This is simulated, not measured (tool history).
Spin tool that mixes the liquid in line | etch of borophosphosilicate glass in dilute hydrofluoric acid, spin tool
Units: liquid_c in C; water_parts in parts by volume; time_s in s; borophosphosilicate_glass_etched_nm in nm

run	hour	liquid_c	water_parts	time_s	borophosphosilicate_glass_etched_nm
1	0.0	24.0	40	15	27.342
2	5.0	21.0	40	15	24.276
3	6.4	21.0	55	15	17.470
4	14.5	24.5	45	15	24.635
5	22.1	24.5	45	15	24.883
6	27.6	27.0	35	15	35.660
7	32.0	28.5	30	15	44.830
8	33.2	29.5	25	15	57.003
9	41.8	30.0	25	15	58.179

Run 10 comes next. What will it give?
10	46.3	30.5	25	15	?

{"run 10": {"borophosphosilicate_glass_etched_nm": 59.058}}

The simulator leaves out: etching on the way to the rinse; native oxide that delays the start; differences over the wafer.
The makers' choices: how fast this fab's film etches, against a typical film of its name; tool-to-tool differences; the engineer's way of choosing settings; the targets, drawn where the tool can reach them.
